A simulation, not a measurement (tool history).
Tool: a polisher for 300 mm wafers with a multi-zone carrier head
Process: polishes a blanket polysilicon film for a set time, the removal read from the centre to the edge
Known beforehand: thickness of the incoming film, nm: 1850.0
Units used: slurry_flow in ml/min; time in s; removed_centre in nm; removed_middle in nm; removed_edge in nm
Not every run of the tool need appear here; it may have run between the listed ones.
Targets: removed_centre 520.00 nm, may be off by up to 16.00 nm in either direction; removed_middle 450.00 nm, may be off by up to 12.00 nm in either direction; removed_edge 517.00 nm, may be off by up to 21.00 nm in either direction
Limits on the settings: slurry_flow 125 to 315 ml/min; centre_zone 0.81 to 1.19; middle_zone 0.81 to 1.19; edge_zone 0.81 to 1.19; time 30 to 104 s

run,hour,slurry_flow,centre_zone,middle_zone,edge_zone,time,removed_centre,removed_middle,removed_edge
1,0.0,205,1.00,1.00,1.00,67,566.20,548.91,555.85
2,4.2,205,1.00,1.00,0.96,67,550.23,553.40,546.56
3,8.5,205,1.00,1.00,0.96,56,461.51,457.54,455.84
4,12.4,250,1.00,1.00,0.96,56,471.16,469.76,471.48
5,13.6,260,1.01,0.98,0.99,56,486.06,462.96,477.90
6,18.7,260,1.05,0.98,0.99,56,504.95,463.04,466.66
7,23.2,265,1.04,0.96,1.02,56,501.47,459.18,484.05
8,28.9,270,1.04,0.95,1.04,56,504.75,463.73,485.12

4 candidate next runs follow, results not yet known. Just one meets every target within its allowed miss. Identify it.
A,34.6,195,1.03,0.83,1.02,62,?,?,?
B,34.6,225,1.01,0.97,1.02,59,?,?,?
C,34.6,295,1.00,0.93,1.00,56,?,?,?
D,34.6,315,0.99,0.94,1.05,56,?,?,?

move,removed_centre,removed_middle,removed_edge
A,528.28,448.66,519.76
B,503.39,475.86,500.71
C,488.47,453.64,481.36
D,486.84,459.28,495.21
A: in spec on every target
B: brings the last run's worst result on target, with another outside its allowed miss
C: misses by more than the last run did
D: misses by more than the last run did
Correct choice: A, which meets every target
